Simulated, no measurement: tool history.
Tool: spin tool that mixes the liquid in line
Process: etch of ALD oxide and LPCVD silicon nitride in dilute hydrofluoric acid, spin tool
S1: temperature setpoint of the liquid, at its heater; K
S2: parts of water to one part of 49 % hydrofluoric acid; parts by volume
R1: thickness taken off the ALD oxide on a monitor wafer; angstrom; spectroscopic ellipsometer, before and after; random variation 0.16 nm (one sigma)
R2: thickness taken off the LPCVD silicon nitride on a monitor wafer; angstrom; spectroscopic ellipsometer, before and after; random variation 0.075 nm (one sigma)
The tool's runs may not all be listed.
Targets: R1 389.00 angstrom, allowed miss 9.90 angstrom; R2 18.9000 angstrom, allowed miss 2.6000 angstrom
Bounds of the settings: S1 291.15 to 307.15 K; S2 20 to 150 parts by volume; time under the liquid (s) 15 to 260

run 1 day=0.000 | S1=299.15 S2=85 time_under_the_liquid_(s)=130 | R1=223.71 R2=10.6770
run 2 day=0.042 | S1=296.65 S2=85 time_under_the_liquid_(s)=130 | R1=202.34 R2=8.9084
run 3 day=0.146 | S1=299.15 S2=75 time_under_the_liquid_(s)=130 | R1=257.30 R2=11.9630
run 4 day=0.246 | S1=299.15 S2=95 time_under_the_liquid_(s)=130 | R1=198.32 R2=9.6902
run 5 day=0.267 | S1=299.15 S2=80 time_under_the_liquid_(s)=130 | R1=239.26 R2=11.3320
run 6 day=0.475 | S1=299.15 S2=80 time_under_the_liquid_(s)=85 | R1=157.07 R2=7.6245
run 7 day=0.721 | S1=300.65 S2=60 time_under_the_liquid_(s)=85 | R1=227.50 R2=11.2180
run 8 day=1.021 | S1=301.65 S2=50 time_under_the_liquid_(s)=85 | R1=288.57 R2=13.8510

Which of these 4 next moves meets every target?
run A day=1.321 | S1=302.15 S2=55 time_under_the_liquid_(s)=125 | R1=? R2=?
run B day=1.321 | S1=307.15 S2=55 time_under_the_liquid_(s)=90 | R1=? R2=?
run C day=1.321 | S1=301.65 S2=55 time_under_the_liquid_(s)=105 | R1=? R2=?
run D day=1.321 | S1=295.65 S2=35 time_under_the_liquid_(s)=110 | R1=? R2=?

move=A R1=392.50 R2=20.5030
move=B R1=342.73 R2=20.2870
move=C R1=323.26 R2=16.6720
move=D R1=428.21 R2=18.1970
A: meets every target
B: nearer than the last run, and not there yet
C: nearer than the last run, and not there yet
D: takes the result that was furthest off past its target
Answer: A
